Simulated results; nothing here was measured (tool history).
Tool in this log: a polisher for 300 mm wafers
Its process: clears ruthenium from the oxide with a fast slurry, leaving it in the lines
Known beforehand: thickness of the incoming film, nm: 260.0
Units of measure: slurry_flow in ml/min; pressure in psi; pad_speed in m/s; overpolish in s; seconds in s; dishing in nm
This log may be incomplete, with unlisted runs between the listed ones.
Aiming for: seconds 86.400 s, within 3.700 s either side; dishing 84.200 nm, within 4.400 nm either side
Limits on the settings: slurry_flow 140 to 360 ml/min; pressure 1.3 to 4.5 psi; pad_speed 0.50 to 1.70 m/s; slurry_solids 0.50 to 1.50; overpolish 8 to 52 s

Run 1, hour 0.0: slurry_flow 230 ml/min, pressure 2.9 psi, pad_speed 1.10 m/s, slurry_solids 1.00, overpolish 26 s. Result: seconds 57.798 s, dishing 87.126 nm.
Run 2, hour 2.7: slurry_flow 230 ml/min, pressure 2.9 psi, pad_speed 1.10 m/s, slurry_solids 1.10, overpolish 26 s. Result: seconds 53.974 s, dishing 92.420 nm.
Run 3, hour 8.0: slurry_flow 230 ml/min, pressure 2.9 psi, pad_speed 1.10 m/s, slurry_solids 1.30, overpolish 26 s. Result: seconds 50.066 s, dishing 93.791 nm.
Run 4, hour 9.5: slurry_flow 230 ml/min, pressure 2.9 psi, pad_speed 0.86 m/s, slurry_solids 1.30, overpolish 26 s. Result: seconds 59.051 s, dishing 84.900 nm.
Run 5, hour 16.4: slurry_flow 230 ml/min, pressure 2.8 psi, pad_speed 0.86 m/s, slurry_solids 1.30, overpolish 27 s. Result: seconds 62.713 s, dishing 81.615 nm.
Run 6, hour 21.2: slurry_flow 230 ml/min, pressure 2.7 psi, pad_speed 0.86 m/s, slurry_solids 1.30, overpolish 29 s. Result: seconds 64.461 s, dishing 83.159 nm.
Run 7, hour 24.4: slurry_flow 230 ml/min, pressure 2.6 psi, pad_speed 0.86 m/s, slurry_solids 1.30, overpolish 31 s. Result: seconds 66.731 s, dishing 89.981 nm.
Run 8, hour 28.3: slurry_flow 230 ml/min, pressure 2.5 psi, pad_speed 0.86 m/s, slurry_solids 1.30, overpolish 31 s. Result: seconds 69.000 s, dishing 82.203 nm.
Run 9, hour 34.8: slurry_flow 230 ml/min, pressure 2.4 psi, pad_speed 0.86 m/s, slurry_solids 1.30, overpolish 32 s. Result: seconds 71.517 s, dishing 84.812 nm.
Run 10, hour 39.4: slurry_flow 230 ml/min, pressure 2.3 psi, pad_speed 0.86 m/s, slurry_solids 1.30, overpolish 33 s. Result: seconds 74.809 s, dishing 83.277 nm.
Run 11, hour 47.7: slurry_flow 225 ml/min, pressure 1.9 psi, pad_speed 0.84 m/s, slurry_solids 1.30, overpolish 38 s. Result: seconds 92.109 s, dishing 81.806 nm.
Run 12, hour 49.9: slurry_flow 230 ml/min, pressure 1.9 psi, pad_speed 0.84 m/s, slurry_solids 1.30, overpolish 38 s. Result: seconds 91.841 s, dishing 79.710 nm.

Next run, 5 choices. One meets every target within its allowed miss, the rest don't. Which?
Run A, hour 52.1: slurry_flow 250 ml/min, pressure 1.7 psi, pad_speed 0.94 m/s, slurry_solids 1.25, overpolish 35 s. Result: seconds ?, dishing ?.
Run B, hour 52.1: slurry_flow 260 ml/min, pressure 1.8 psi, pad_speed 0.82 m/s, slurry_solids 1.25, overpolish 46 s. Result: seconds ?, dishing ?.
Run C, hour 52.1: slurry_flow 245 ml/min, pressure 1.7 psi, pad_speed 0.88 m/s, slurry_solids 1.30, overpolish 35 s. Result: seconds ?, dishing ?.
Run D, hour 52.1: slurry_flow 240 ml/min, pressure 2.1 psi, pad_speed 0.82 m/s, slurry_solids 1.20, overpolish 39 s. Result: seconds ?, dishing ?.
Run E, hour 52.1: slurry_flow 165 ml/min, pressure 2.0 psi, pad_speed 0.78 m/s, slurry_solids 1.25, overpolish 38 s. Result: seconds ?, dishing ?.

move  seconds  dishing
   A   92.638   75.325
   B   96.638   88.917
   C   95.763   73.474
   D   85.672   86.204
   E   95.309   78.385
A: lands further from the targets than the last run did
B: lands further from the targets than the last run did
C: lands further from the targets than the last run did
D: every result within its allowed miss
E: lands further from the targets than the last run did
The move that meets every target is D.
